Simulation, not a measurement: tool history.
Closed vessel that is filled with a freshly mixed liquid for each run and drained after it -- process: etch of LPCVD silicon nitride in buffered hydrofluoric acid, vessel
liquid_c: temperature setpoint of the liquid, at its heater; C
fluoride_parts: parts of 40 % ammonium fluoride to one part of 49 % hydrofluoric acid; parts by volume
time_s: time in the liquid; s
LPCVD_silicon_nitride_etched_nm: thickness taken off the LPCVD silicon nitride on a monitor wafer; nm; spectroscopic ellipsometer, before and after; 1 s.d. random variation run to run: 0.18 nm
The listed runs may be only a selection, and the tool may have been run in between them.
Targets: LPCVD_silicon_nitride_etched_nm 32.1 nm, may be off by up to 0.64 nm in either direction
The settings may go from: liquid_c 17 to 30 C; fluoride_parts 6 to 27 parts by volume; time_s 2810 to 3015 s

run    day  liquid_c  fluoride_parts  time_s  LPCVD_silicon_nitride_etched_nm
  1      0        22            16.5    2810                           22.812
  2  0.333        22            16.5    3015                           24.336
  3  0.562        23            16.5    3015                           25.724
  4  0.883        21            16.5    3015                           22.976
  5  1.283        21            20.5    3015                           18.762
  6  1.454        19            20.5    3015                           16.766
  7  1.688      20.5            20.5    3015                           18.129
  8  1.771      24.5              19    3015                           24.414
  9  1.912      25.5              19    3015                           25.712
 10  2.171        26              19    3015                           26.011
 11    2.4      26.5              19    3015                           27.238
 12  2.575        27              19    3015                           27.919
 13  2.858      27.5              19    3015                           28.449

Next run, 5 choices. One meets every target within its allowed miss, the rest don't. Which?
  A  3.142        30              18    2935                                ?
  B  3.142        29              18    2945                                ?
  C  3.142      28.5              16    2815                                ?
  D  3.142        30              18    2945                                ?
  E  3.142        29            16.5    2840                                ?

move  LPCVD_silicon_nitride_etched_nm
   A                           33.817
   B                           32.185
   C                           33.634
   D                           33.932
   E                           33.808
A: pushes the last run's worst result past its target
B: all results land within tolerance of their targets
C: pushes the last run's worst result past its target
D: pushes the last run's worst result past its target
E: pushes the last run's worst result past its target
Answer: B

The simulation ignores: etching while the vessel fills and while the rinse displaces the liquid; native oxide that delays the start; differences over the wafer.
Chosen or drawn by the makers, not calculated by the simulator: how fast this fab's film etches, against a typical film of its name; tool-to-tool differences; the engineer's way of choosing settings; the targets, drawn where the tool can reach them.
